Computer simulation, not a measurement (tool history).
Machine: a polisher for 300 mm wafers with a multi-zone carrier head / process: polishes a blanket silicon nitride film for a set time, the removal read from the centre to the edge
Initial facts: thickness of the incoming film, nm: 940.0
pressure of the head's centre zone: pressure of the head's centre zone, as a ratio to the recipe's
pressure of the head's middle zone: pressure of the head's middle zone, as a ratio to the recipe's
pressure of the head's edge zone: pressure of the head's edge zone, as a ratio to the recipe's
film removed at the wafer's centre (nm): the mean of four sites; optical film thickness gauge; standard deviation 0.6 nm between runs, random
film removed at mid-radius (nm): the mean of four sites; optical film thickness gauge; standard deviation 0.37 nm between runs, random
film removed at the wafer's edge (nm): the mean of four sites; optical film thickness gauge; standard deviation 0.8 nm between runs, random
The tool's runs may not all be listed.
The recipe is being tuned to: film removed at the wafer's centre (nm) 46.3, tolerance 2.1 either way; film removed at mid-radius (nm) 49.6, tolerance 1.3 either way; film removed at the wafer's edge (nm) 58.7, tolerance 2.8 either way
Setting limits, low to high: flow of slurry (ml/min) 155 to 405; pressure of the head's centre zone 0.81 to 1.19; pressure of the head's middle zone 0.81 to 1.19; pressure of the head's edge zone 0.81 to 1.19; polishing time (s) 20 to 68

| run | hour | flow of slurry (ml/min) | pressure of the head's centre zone | pressure of the head's middle zone | pressure of the head's edge zone | polishing time (s) | film removed at the wafer's centre (nm) | film removed at mid-radius (nm) | film removed at the wafer's edge (nm) |
|---|---|---|---|---|---|---|---|---|---|
| 1 | 0 | 260 | 1 | 1 | 1 | 44 | 44.178 | 45.518 | 46.448 |
| 2 | 3.2 | 260 | 0.99 | 0.99 | 1.03 | 45 | 45.262 | 45.986 | 48.364 |
| 3 | 9.8 | 260 | 0.99 | 0.99 | 0.96 | 45 | 44.411 | 46.223 | 45.654 |
| 4 | 15.2 | 265 | 0.98 | 0.99 | 1 | 45 | 45.418 | 45.696 | 47.104 |
| 5 | 19 | 220 | 0.98 | 0.99 | 1 | 45 | 45.741 | 45.299 | 46.863 |
| 6 | 24.2 | 220 | 0.98 | 0.99 | 1 | 36 | 35.488 | 35.825 | 36.457 |
| 7 | 30.7 | 230 | 0.97 | 0.99 | 1.03 | 38 | 37.747 | 39.009 | 39.82 |
| 8 | 32.2 | 245 | 0.96 | 0.98 | 1.05 | 39 | 37.991 | 38.697 | 41.861 |
| 9 | 38.3 | 255 | 0.96 | 0.99 | 1.07 | 40 | 38.17 | 40.751 | 43.131 |
| 10 | 43 | 265 | 0.96 | 0.99 | 1.09 | 41 | 40.514 | 42.166 | 45.41 |
| 11 | 50.2 | 275 | 0.95 | 0.99 | 1.11 | 42 | 41.113 | 43.096 | 46.745 |
| 12 | 54.5 | 245 | 0.87 | 0.93 | 1.19 | 53 | 47.073 | 51.241 | 59.541 |
| 13 | 60.3 | 240 | 0.87 | 0.93 | 1.19 | 53 | 47.067 | 51.986 | 59.946 |

Next run, 4 choices. One meets every target within its allowed miss, the rest don't. Which?
| A | 66.1 | 260 | 0.84 | 0.95 | 1.19 | 54 | ? | ? | ? |
| B | 66.1 | 240 | 0.88 | 1.04 | 1.11 | 52 | ? | ? | ? |
| C | 66.1 | 270 | 0.84 | 0.98 | 1.15 | 55 | ? | ? | ? |
| D | 66.1 | 255 | 0.88 | 0.92 | 1.18 | 52 | ? | ? | ? |

| move | film removed at the wafer's centre (nm) | film removed at mid-radius (nm) | film removed at the wafer's edge (nm) |
|---|---|---|---|
| A | 46.412 | 53.53 | 62.094 |
| B | 46.348 | 55.075 | 57.179 |
| C | 47.516 | 56.215 | 62.311 |
| D | 46.708 | 50.057 | 59.449 |
A: lands further from the targets than the last run did
B: lands further from the targets than the last run did
C: lands further from the targets than the last run did
D: all results land within tolerance of their targets
The right move is D.
